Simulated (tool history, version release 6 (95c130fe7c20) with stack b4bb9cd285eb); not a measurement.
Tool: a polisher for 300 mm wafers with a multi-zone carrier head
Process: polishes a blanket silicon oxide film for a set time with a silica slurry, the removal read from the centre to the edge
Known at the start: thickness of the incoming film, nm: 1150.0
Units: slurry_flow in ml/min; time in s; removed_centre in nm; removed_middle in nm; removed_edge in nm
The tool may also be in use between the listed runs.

| run | hour | slurry_flow | centre_zone | middle_zone | edge_zone | slurry_solids | time | removed_centre | removed_middle | removed_edge |
|---|---|---|---|---|---|---|---|---|---|---|
| 1 | 0 | 165 | 1 | 1 | 1 | 1 | 84 | 282.96 | 293.75 | 279.6 |
| 2 | 8.2 | 160 | 1 | 1.01 | 0.97 | 0.95 | 84 | 273.85 | 282.28 | 266.39 |
| 3 | 13.1 | 155 | 1 | 1.02 | 0.95 | 0.9 | 84 | 267.6 | 275.2 | 255.68 |
| 4 | 17.3 | 155 | 1 | 1.02 | 0.95 | 0.8 | 84 | 244.31 | 258.23 | 237.54 |
| 5 | 20.6 | 150 | 1 | 1.03 | 0.93 | 0.8 | 84 | 247.73 | 259.26 | 235.29 |
| 6 | 22.4 | 145 | 1 | 1.04 | 0.91 | 0.8 | 84 | 241.7 | 253.5 | 234.35 |
| 7 | 29.2 | 145 | 1 | 1.04 | 0.91 | 0.8 | 84 | 243.42 | 255.38 | 231.64 |

Forecast run 8:
| 8 | 36.1 | 145 | 1 | 1.05 | 0.9 | 0.8 | 84 | ? | ? | ? |

removed_centre: 241.75 nm
removed_middle: 261.73 nm
removed_edge: 231.91 nm
